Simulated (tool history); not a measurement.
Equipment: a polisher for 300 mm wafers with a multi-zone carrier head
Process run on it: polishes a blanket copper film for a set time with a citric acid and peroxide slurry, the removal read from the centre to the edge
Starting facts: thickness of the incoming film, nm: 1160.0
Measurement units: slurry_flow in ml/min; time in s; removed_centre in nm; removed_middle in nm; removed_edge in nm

run,hour,slurry_flow,centre_zone,middle_zone,edge_zone,slurry_solids,time,removed_centre,removed_middle,removed_edge
1,0,145,1,1,1,1,83,193.17,191,195.2
2,1.1,175,1,1,1,1,83,201.62,193.62,196.38
3,6.8,175,1.01,1.02,1,1.05,86,212.54,211.85,201.76
4,15,175,0.95,1.02,1,1.05,86,206.44,208.34,205.62
5,22.5,175,0.96,1.02,1.01,1.1,89,215.47,218.8,221.19
6,31,180,0.98,1.03,1.01,1.15,90,228.07,226.33,225.9
7,32.9,180,0.99,1.05,1.01,1.2,91,228.91,240.34,230.24
8,34.7,185,1.01,1.05,1.01,1.25,92,240.02,242.91,232.2
9,41.2,190,1.02,1.06,1.02,1.3,93,251.48,251.2,243.43

Predict the results of run 10:
10,48.1,195,1.03,1.07,1.03,1.35,93,?,?,?

Run 10 gave removed_centre 255.58 nm, removed_middle 257.93 nm, removed_edge 247.29 nm.

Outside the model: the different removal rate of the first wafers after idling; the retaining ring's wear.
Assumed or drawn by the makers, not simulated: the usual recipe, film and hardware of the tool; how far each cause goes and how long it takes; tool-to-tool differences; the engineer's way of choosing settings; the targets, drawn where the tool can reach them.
